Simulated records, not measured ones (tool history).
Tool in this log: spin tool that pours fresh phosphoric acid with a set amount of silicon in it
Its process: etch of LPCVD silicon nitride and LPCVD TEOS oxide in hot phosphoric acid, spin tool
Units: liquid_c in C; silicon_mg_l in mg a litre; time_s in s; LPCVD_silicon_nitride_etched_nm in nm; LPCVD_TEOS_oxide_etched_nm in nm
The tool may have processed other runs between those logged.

run  hour  liquid_c  silicon_mg_l  time_s  LPCVD_silicon_nitride_etched_nm  LPCVD_TEOS_oxide_etched_nm
  1     0       162          11.5     180                           15.191                     0.66179
  2   7.3     161.5          10.5     170                           14.109                     0.59958
  3  12.4     161.5          10.5      95                           7.8796                     0.33029
  4  16.8     161.5           9.5      95                           7.9031                     0.39046
  5  20.7       161           9.5      95                           7.7879                     0.35496
  6  23.1       161           9.5      60                           4.8935                     0.20009
  7  24.5     161.5            10      60                           4.9937                     0.23213
  8  33.4       161             9      65                           5.3092                     0.26016
  9  35.6       161             9      65                           5.3372                     0.24837

What will run 10 give?
 10  42.5       161             9      65                                ?                           ?

{"run 10": {"LPCVD_silicon_nitride_etched_nm": 5.3259, "LPCVD_TEOS_oxide_etched_nm": 0.23628}}
